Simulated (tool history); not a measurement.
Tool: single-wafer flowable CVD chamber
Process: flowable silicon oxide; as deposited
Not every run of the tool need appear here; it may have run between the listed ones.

run	hour	heater temperature setpoint (K)	chamber pressure (Pa)	RF power (kW)	deposition time (s)	mean film thickness on the monitor wafer (angstrom)
1	0.0	378.15	123.2	2.145	1025	6113.9
2	7.7	378.15	123.2	2.145	1025	6140.9
3	11.1	378.15	136.8	2.145	1025	6767.5
4	12.3	376.15	136.9	2.145	1025	7213.5
5	16.6	376.15	136.9	1.920	1025	7106.2
6	20.9	376.15	153.6	1.920	1025	7956.3
7	22.4	375.15	153.6	1.920	1025	8178.1
8	23.7	374.15	153.6	1.920	1025	8421.5
9	30.5	373.15	153.6	1.920	1025	8635.2

What does the tool deliver on the next run?
10	34.8	372.15	153.6	1.920	1025	?

{"run 10": {"mean film thickness on the monitor wafer (angstrom)": 8962.6}}

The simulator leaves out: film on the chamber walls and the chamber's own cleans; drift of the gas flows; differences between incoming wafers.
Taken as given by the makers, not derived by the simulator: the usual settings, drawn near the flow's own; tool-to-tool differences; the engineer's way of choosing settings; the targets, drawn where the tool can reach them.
